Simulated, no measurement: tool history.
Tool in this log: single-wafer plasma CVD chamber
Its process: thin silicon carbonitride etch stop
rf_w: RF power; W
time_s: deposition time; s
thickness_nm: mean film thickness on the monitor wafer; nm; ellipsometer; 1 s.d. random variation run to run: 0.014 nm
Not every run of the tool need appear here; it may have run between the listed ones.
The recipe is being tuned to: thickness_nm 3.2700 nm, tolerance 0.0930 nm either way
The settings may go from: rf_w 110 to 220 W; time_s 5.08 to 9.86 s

run  hour  rf_w  time_s  thickness_nm
  1   0.0   165    7.47        4.2090
  2   6.7   150    7.47        4.1297
  3   9.8   150    7.19        3.9662
  4  13.9   150    8.15        4.4737
  5  16.9   145    7.76        4.2277
  6  18.8   135    7.76        4.1499
  7  19.6   130    7.47        3.9551
  8  20.2   130    7.25        3.8222
  9  28.6   130    7.08        3.7557
 10  30.1   130    6.93        3.7015
 11  36.8   130    6.93        3.7086
 12  44.3   130    6.78        3.6090

Consider the 4 candidate settings below. Which is the only one whose results all fall within their allowed miss of target?
  A  51.8   130    7.03             ?
  B  51.8   125    7.39             ?
  C  51.8   125    6.18             ?
  D  51.8   120    7.63             ?

move  thickness_nm
   A        3.7409
   B        3.8995
   C        3.2610
   D        3.9914
A: further off than the last run
B: further off than the last run
C: all results in spec
D: further off than the last run
So the answer is move C, the one that meets all the targets.

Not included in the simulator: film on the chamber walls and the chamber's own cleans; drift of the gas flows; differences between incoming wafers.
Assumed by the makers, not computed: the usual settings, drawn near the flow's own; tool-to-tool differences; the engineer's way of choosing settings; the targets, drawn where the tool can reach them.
